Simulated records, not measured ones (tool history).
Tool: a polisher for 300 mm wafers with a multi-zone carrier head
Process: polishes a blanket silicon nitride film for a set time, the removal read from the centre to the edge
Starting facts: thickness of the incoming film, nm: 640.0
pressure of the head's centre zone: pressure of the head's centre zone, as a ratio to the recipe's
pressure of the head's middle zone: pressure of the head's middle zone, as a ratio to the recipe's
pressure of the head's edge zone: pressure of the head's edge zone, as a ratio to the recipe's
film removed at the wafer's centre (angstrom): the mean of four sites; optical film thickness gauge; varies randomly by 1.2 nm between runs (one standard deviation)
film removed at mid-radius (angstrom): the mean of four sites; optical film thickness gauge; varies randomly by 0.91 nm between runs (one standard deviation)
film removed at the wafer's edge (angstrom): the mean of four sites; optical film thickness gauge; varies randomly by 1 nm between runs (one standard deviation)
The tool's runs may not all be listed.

run,day,flow of slurry (ml/min),pressure of the head's centre zone,pressure of the head's middle zone,pressure of the head's edge zone,polishing time (s),film removed at the wafer's centre (angstrom),film removed at mid-radius (angstrom),film removed at the wafer's edge (angstrom)
1,0.000,305,1.00,1.00,1.00,83,1663.5,1671.9,1690.1
2,0.367,305,1.00,1.08,1.00,83,1695.9,1769.5,1695.7
3,0.700,305,1.00,1.08,0.98,78,1582.7,1674.1,1546.7
4,0.829,305,1.00,1.08,0.93,78,1603.0,1670.1,1531.1
5,0.958,305,1.00,1.00,0.93,78,1603.0,1583.6,1563.3
6,1.129,305,1.00,1.00,0.93,86,1756.3,1742.1,1675.1
7,1.154,305,1.00,1.01,0.91,80,1612.5,1618.1,1572.3
8,1.379,305,1.00,1.03,0.90,75,1531.3,1566.4,1443.3
9,1.629,305,1.00,1.03,0.89,71,1470.0,1466.2,1361.5
10,1.854,305,0.99,1.03,0.88,68,1377.2,1390.0,1318.0
11,2.029,305,0.99,1.04,0.87,66,1337.7,1368.2,1273.7
12,2.400,305,0.99,1.05,0.86,64,1282.9,1368.5,1231.0
13,2.742,305,0.99,1.05,0.85,62,1262.0,1306.7,1189.6
14,2.888,305,0.99,1.05,0.84,61,1232.6,1279.7,1144.4

Run 15 has not been measured yet. What should we expect?
15,2.942,305,0.99,1.05,0.84,61,?,?,?

Run 15 yielded film removed at the wafer's centre (angstrom) 1225.1, film removed at mid-radius (angstrom) 1265.2, film removed at the wafer's edge (angstrom) 1165.5.

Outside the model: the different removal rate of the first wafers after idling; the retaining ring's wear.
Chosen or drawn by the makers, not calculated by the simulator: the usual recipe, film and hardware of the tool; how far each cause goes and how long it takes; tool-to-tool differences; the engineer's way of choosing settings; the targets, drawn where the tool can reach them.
